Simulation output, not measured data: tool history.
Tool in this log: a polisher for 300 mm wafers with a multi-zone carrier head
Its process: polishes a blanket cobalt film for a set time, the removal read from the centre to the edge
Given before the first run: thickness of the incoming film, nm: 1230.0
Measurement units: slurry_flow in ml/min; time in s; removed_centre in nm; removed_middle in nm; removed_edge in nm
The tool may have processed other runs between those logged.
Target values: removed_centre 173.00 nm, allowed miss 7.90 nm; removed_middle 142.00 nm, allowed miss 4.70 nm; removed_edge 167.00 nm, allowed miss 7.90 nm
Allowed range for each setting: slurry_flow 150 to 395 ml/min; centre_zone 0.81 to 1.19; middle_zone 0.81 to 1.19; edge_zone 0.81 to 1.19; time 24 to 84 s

| run | hour | slurry_flow | centre_zone | middle_zone | edge_zone | time | removed_centre | removed_middle | removed_edge |
|---|---|---|---|---|---|---|---|---|---|
| 1 | 0.0 | 250 | 1.00 | 1.00 | 1.00 | 54 | 220.97 | 211.65 | 212.17 |
| 2 | 6.2 | 240 | 1.00 | 0.95 | 0.99 | 50 | 199.50 | 191.53 | 193.24 |
| 3 | 7.0 | 240 | 1.03 | 0.91 | 1.03 | 47 | 188.42 | 168.68 | 190.41 |
| 4 | 7.8 | 235 | 1.04 | 0.88 | 1.01 | 45 | 186.88 | 156.39 | 175.66 |
| 5 | 11.2 | 230 | 1.03 | 0.86 | 1.01 | 45 | 186.26 | 156.88 | 176.49 |
| 6 | 12.6 | 230 | 0.96 | 0.86 | 1.01 | 45 | 170.30 | 156.31 | 176.57 |
| 7 | 20.2 | 225 | 0.98 | 0.84 | 1.01 | 44 | 172.72 | 149.99 | 176.37 |
| 8 | 24.0 | 225 | 0.99 | 0.83 | 1.00 | 44 | 170.41 | 148.51 | 174.06 |
| 9 | 32.6 | 225 | 1.00 | 0.82 | 0.99 | 44 | 173.10 | 148.00 | 167.59 |
| 10 | 38.4 | 225 | 1.01 | 0.82 | 1.00 | 44 | 174.16 | 149.92 | 173.39 |

Of the 4 settings listed for the next run, only one would bring every result within its allowed miss of target. Which one?
| A | 44.2 | 185 | 1.00 | 0.85 | 0.97 | 46 | ? | ? | ? |
| B | 44.2 | 290 | 1.02 | 0.86 | 0.92 | 42 | ? | ? | ? |
| C | 44.2 | 255 | 0.97 | 0.89 | 0.93 | 44 | ? | ? | ? |
| D | 44.2 | 165 | 1.01 | 0.81 | 0.95 | 45 | ? | ? | ? |

| move | removed_centre | removed_middle | removed_edge |
|---|---|---|---|
| A | 176.22 | 154.13 | 174.00 |
| B | 174.13 | 149.79 | 161.38 |
| C | 170.94 | 159.37 | 168.13 |
| D | 170.80 | 142.51 | 166.61 |
A: moves away from the targets compared with the last run
B: as far off as the last run
C: moves away from the targets compared with the last run
D: all results in spec
Move D is the one to make.
